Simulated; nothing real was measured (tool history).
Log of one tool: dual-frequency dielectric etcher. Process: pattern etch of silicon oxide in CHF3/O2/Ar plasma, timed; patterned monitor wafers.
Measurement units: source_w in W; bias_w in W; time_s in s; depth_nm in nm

Run 1, hour 0: source_w 470 W, bias_w 176 W, time_s 265.5 s. Result: depth_nm 521.55 nm.
Run 2, hour 6: source_w 430 W, bias_w 165 W, time_s 262.5 s. Result: depth_nm 490.53 nm.
Run 3, hour 10.1: source_w 430 W, bias_w 139 W, time_s 262.5 s. Result: depth_nm 476.65 nm.
Run 4, hour 13.3: source_w 430 W, bias_w 139 W, time_s 265.5 s. Result: depth_nm 476.8 nm.
Run 5, hour 17.2: source_w 400 W, bias_w 134 W, time_s 264 s. Result: depth_nm 454.78 nm.
Run 6, hour 17.9: source_w 380 W, bias_w 132 W, time_s 263.5 s. Result: depth_nm 443.38 nm.

Run 7 is up next; what results do you expect?
Run 7, hour 22.6: source_w 370 W, bias_w 131 W, time_s 263 s. Result: depth_nm ?.

depth_nm: 434.72 nm
